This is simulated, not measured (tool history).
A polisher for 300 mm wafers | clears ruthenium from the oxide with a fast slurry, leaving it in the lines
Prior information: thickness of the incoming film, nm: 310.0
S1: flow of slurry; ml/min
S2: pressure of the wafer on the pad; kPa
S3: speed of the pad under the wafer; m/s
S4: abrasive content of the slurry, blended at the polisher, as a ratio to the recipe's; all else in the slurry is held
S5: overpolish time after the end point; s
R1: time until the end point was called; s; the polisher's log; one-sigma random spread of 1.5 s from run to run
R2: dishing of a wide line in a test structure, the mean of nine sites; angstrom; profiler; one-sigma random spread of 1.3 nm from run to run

| run | hour | S1 | S2 | S3 | S4 | S5 | R1 | R2 |
|---|---|---|---|---|---|---|---|---|
| 1 | 0 | 250 | 11.7 | 1.22 | 1 | 28 | 121.42 | 606.41 |
| 2 | 4.3 | 250 | 11.7 | 1.22 | 1 | 36 | 117.55 | 764.76 |
| 3 | 11.4 | 250 | 11.7 | 1.22 | 1.1 | 36 | 111.01 | 786.69 |
| 4 | 15.1 | 250 | 11.7 | 1.22 | 0.9 | 36 | 122.5 | 720.95 |
| 5 | 18.7 | 250 | 11.7 | 1.22 | 0.9 | 30 | 127.04 | 633.1 |
| 6 | 23.7 | 250 | 11.7 | 1.22 | 0.9 | 21 | 124.9 | 457.34 |
| 7 | 24.8 | 250 | 12.4 | 1.22 | 0.9 | 23 | 118.67 | 515.99 |
| 8 | 33 | 250 | 13.1 | 1.22 | 0.9 | 25 | 115.18 | 572.99 |
| 9 | 37.8 | 250 | 13.8 | 1.22 | 0.9 | 26 | 109.79 | 609.46 |
|  | 41.4 | worn pad replaced by a new one |
| 10 | 41.4 | 250 | 13.8 | 1.24 | 0.9 | 27 | 100.89 | 667.66 |
| 11 | 48.1 | 250 | 13.8 | 1.24 | 0.9 | 28 | 104.37 | 692.15 |
| 12 | 49.8 | 250 | 13.8 | 1.24 | 0.9 | 29 | 103.9 | 711.13 |
| 13 | 54.7 | 250 | 13.8 | 1.24 | 0.9 | 30 | 106.52 | 734.16 |
| 14 | 61.9 | 250 | 14.5 | 1.24 | 0.9 | 30 | 99.769 | 747.08 |
| 15 | 67.2 | 250 | 14.5 | 1.24 | 0.9 | 31 | 98.949 | 778.88 |
| 16 | 73.5 | 250 | 14.5 | 1.24 | 0.9 | 32 | 98.854 | 791.87 |
| 17 | 76.7 | 250 | 14.5 | 1.24 | 0.9 | 33 | 99.129 | 818.55 |

What will run 18 give?
| 18 | 84.6 | 250 | 15.9 | 1.24 | 0.9 | 38 | ? | ? |

Logged for run 18: R1 95.752 s, R2 950.59 angstrom.
